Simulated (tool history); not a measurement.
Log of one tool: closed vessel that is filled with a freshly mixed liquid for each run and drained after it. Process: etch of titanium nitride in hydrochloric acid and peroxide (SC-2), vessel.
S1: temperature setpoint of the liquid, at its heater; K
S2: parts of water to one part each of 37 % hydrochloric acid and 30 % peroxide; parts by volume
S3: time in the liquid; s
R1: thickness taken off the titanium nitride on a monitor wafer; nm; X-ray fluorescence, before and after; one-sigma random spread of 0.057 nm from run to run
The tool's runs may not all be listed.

| run | hour | S1 | S2 | S3 | R1 |
|---|---|---|---|---|---|
| 1 | 0.0 | 335.15 | 5.5 | 230 | 18.9710 |
| 2 | 7.1 | 330.65 | 5.5 | 230 | 14.2270 |
| 3 | 14.9 | 327.65 | 5.5 | 230 | 11.7580 |
| 4 | 16.7 | 333.15 | 5.5 | 230 | 16.7930 |
| 5 | 21.2 | 329.65 | 5.5 | 230 | 13.3830 |
| 6 | 26.2 | 329.65 | 5.5 | 170 | 9.8778 |
| 7 | 30.1 | 328.65 | 5.5 | 170 | 9.1507 |
|  | 36.5 | new drum of peroxide connected |
| 8 | 36.5 | 328.15 | 5.5 | 170 | 9.3692 |

Expected results for the next run?
| 9 | 43.4 | 327.65 | 5.5 | 170 | ? |

R1: 8.9108 nm
